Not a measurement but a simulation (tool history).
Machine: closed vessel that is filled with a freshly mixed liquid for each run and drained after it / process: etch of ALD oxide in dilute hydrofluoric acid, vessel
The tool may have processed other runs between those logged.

run	hour	temperature setpoint of the liquid (K)	parts of water to one part of 49 % hydrofluoric acid (parts by volume)	time in the liquid (s)	thickness taken off the ALD oxide on a monitor wafer (angstrom)
1	0.0	293.15	180	30	33.107
2	8.0	293.15	180	30	33.286
3	14.2	295.65	135	30	51.495
4	19.9	295.65	195	30	33.340
5	24.6	297.15	150	30	47.794
6	29.0	298.15	120	30	64.173
7	31.2	299.15	100	30	82.769
8	38.4	301.15	65	30	143.170
9	47.6	300.15	65	30	138.730
10	54.8	299.15	65	30	131.770

Expected results for the next run?
11	57.8	298.15	65	30	?

{"run 11": {"thickness taken off the ALD oxide on a monitor wafer (angstrom)": 127.45}}

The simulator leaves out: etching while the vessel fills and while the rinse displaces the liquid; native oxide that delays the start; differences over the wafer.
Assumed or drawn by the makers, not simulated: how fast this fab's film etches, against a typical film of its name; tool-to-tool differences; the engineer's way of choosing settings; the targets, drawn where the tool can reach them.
